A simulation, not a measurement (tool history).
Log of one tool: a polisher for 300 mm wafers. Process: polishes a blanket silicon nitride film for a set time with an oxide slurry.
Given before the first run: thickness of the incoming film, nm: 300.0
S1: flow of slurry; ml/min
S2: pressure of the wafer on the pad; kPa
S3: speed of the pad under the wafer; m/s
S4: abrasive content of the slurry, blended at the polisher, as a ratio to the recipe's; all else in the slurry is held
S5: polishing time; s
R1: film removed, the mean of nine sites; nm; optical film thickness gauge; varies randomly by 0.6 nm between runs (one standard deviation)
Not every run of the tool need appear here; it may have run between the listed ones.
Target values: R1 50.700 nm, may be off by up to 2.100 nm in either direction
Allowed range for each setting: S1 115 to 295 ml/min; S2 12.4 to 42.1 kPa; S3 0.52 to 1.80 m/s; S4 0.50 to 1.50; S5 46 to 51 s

run,hour,S1,S2,S3,S4,S5,R1
1,0.0,190,26.9,1.16,1.00,51,25.490
2,7.5,190,29.6,1.18,1.00,51,28.170
3,12.7,190,31.7,1.22,1.00,51,29.774
4,19.0,190,33.1,1.28,1.00,51,31.840
5,21.8,150,33.1,1.28,1.00,51,30.821
6,30.2,150,27.6,1.28,1.00,51,27.072
7,32.5,160,35.2,1.60,1.05,51,38.822
8,34.8,160,36.5,1.62,1.05,51,41.312
9,35.5,160,37.2,1.64,1.05,51,42.126
10,41.2,160,37.9,1.66,1.05,51,43.353
11,42.5,160,38.6,1.68,1.05,51,44.506
12,46.1,160,39.3,1.68,1.05,51,45.037
13,50.2,160,40.0,1.70,1.05,51,45.584
# hour 56.5: conditioning disc replaced and pad reconditioned
14,56.5,160,40.0,1.72,1.05,51,78.544
15,58.0,160,32.4,1.70,1.05,51,61.975
16,65.2,155,32.4,1.70,1.05,51,64.191
17,71.0,150,33.1,1.70,1.05,51,62.302
18,72.6,150,33.8,1.70,1.05,51,65.662

4 candidate next runs follow, results not yet known. Just one meets every target within its allowed miss. Identify it.
A,74.2,140,26.2,1.48,1.05,51,?
B,74.2,155,33.8,1.34,1.15,50,?
C,74.2,120,40.7,1.18,1.00,48,?
D,74.2,135,37.2,1.50,1.00,46,?

move,R1
A,45.064
B,55.847
C,51.664
D,55.781
A: takes the result that was furthest off past its target
B: moves toward the targets from the last run without getting all of them in spec
C: all results in spec
D: moves toward the targets from the last run without getting all of them in spec
The move that meets every target is C.
